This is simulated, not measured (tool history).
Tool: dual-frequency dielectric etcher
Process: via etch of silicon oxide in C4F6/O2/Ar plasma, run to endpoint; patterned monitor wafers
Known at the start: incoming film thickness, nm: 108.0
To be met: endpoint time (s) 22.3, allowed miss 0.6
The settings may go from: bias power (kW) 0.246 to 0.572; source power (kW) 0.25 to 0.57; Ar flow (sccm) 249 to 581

run	hour	bias power (kW)	source power (kW)	Ar flow (sccm)	endpoint time (s)
1	0	0.409	0.41	415	26.005
2	5.3	0.44	0.42	411	24.734
3	6.7	0.37	0.42	411	27.286
4	9.7	0.404	0.42	411	25.5
5	17.7	0.427	0.42	410	24.831
6	22.9	0.444	0.42	409	24.468
7	27.4	0.46	0.42	408	23.809
8	34.6	0.471	0.42	407	23.567
9	41.4	0.48	0.42	406	23.319
10	46.6	0.488	0.42	406	23.187
11	49.8	0.495	0.42	406	22.539

Which of these 4 next moves meets every target?
A	53	0.501	0.35	353	?
B	53	0.407	0.47	336	?
C	53	0.539	0.44	357	?
D	53	0.492	0.43	350	?

move	endpoint time (s)
A	24.182
B	23.71
C	21.021
D	22.26
A: further off than the last run
B: further off than the last run
C: takes the result that was furthest off past its target
D: meets every target
Answer: D
